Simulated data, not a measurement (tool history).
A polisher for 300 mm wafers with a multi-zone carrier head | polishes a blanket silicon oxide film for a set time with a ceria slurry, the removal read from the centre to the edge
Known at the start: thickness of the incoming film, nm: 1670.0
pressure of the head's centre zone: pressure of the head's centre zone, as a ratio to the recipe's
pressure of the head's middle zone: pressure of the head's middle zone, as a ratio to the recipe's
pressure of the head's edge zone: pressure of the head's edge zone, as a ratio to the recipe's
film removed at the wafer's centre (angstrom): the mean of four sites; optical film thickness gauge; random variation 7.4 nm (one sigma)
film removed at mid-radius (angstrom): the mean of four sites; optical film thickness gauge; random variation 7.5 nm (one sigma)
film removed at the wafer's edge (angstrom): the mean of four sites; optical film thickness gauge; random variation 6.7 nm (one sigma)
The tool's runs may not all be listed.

run,hour,flow of slurry (ml/min),pressure of the head's centre zone,pressure of the head's middle zone,pressure of the head's edge zone,polishing time (s),film removed at the wafer's centre (angstrom),film removed at mid-radius (angstrom),film removed at the wafer's edge (angstrom)
1,0,240,1,1,1,76,4695.2,4415.1,4701.2
2,5.8,240,0.99,1.01,1.03,81,4938.1,4792.4,5085
3,7.4,240,0.99,1.01,1.05,85,5250,5103.3,5386.1
4,10.1,240,0.99,1.01,0.98,85,5244.9,5174.6,5134.6
5,14.6,240,1.04,1.01,0.98,85,5331.2,5059.8,5180.7
6,16,240,1.04,0.93,0.98,85,5336.7,4691.5,5229.8

The next listed run, before its measurement:
7,17,245,1.02,0.95,1.01,88,?,?,?

{"run 7": {"film removed at the wafer's centre (angstrom)": 5520, "film removed at mid-radius (angstrom)": 5071.5, "film removed at the wafer's edge (angstrom)": 5477.7}}
